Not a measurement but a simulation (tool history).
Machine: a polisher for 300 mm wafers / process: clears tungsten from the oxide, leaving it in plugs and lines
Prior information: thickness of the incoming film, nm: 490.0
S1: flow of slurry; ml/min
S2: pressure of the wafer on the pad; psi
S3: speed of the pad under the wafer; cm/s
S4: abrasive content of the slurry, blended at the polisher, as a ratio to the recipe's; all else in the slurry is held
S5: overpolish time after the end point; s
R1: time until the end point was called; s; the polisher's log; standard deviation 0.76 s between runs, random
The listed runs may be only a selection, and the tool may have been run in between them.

| run | day | S1 | S2 | S3 | S4 | S5 | R1 |
|---|---|---|---|---|---|---|---|
| 1 | 0.000 | 165 | 2.5 | 122 | 1.00 | 39 | 143.700 |
| 2 | 0.342 | 165 | 2.5 | 148 | 1.00 | 39 | 117.940 |
| 3 | 0.629 | 170 | 2.9 | 150 | 1.00 | 39 | 99.909 |
| 4 | 0.879 | 175 | 3.2 | 150 | 1.00 | 39 | 91.295 |
| 5 | 1.171 | 175 | 3.2 | 150 | 1.20 | 39 | 87.412 |
| 6 | 1.496 | 175 | 3.2 | 150 | 1.05 | 39 | 90.752 |

The next listed run, before its measurement:
| 7 | 1.708 | 175 | 3.4 | 152 | 1.05 | 39 | ? |

{"run 7": {"R1": 83.696}}
